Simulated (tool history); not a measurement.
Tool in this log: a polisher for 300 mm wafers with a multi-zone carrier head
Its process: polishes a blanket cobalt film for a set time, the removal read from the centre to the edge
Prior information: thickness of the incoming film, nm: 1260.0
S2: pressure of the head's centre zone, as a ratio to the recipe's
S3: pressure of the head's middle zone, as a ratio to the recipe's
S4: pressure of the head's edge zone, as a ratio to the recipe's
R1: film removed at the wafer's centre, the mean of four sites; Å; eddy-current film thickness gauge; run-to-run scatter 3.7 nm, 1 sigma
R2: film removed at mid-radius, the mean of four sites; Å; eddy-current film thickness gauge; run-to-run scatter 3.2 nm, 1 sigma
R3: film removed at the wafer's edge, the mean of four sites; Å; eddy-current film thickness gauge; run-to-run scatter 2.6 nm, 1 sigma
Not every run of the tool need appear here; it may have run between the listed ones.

run 1 day=0 | flow_of_slurry_(ml/min)=130 S2=1 S3=1 S4=1 polishing_time_(s)=39 | R1=1881.5 R2=1866.6 R3=1974.5
run 2 day=0.092 | flow_of_slurry_(ml/min)=110 S2=1 S3=1 S4=1 polishing_time_(s)=39 | R1=1840.5 R2=1851.2 R3=1900.1
run 3 day=0.229 | flow_of_slurry_(ml/min)=120 S2=1.02 S3=1.03 S4=1.02 polishing_time_(s)=41 | R1=1987.2 R2=2003.7 R3=1998.7
run 4 day=0.425 | flow_of_slurry_(ml/min)=130 S2=1.02 S3=1.04 S4=1.03 polishing_time_(s)=43 | R1=2148.9 R2=2183.2 R3=2159.4
run 5 day=0.779 | flow_of_slurry_(ml/min)=130 S2=1.02 S3=1.04 S4=1.03 polishing_time_(s)=49 | R1=2454.2 R2=2493.1 R3=2463.7
run 6 day=0.938 | flow_of_slurry_(ml/min)=130 S2=1.02 S3=1.04 S4=0.99 polishing_time_(s)=49 | R1=2427 R2=2454.4 R3=2421.9

What does the tool deliver on the next run?
run 7 day=1.254 | flow_of_slurry_(ml/min)=140 S2=1.02 S3=1.05 S4=1.01 polishing_time_(s)=49 | R1=? R2=? R3=?

R1: 2484.4 Å
R2: 2574.6 Å
R3: 2484.2 Å

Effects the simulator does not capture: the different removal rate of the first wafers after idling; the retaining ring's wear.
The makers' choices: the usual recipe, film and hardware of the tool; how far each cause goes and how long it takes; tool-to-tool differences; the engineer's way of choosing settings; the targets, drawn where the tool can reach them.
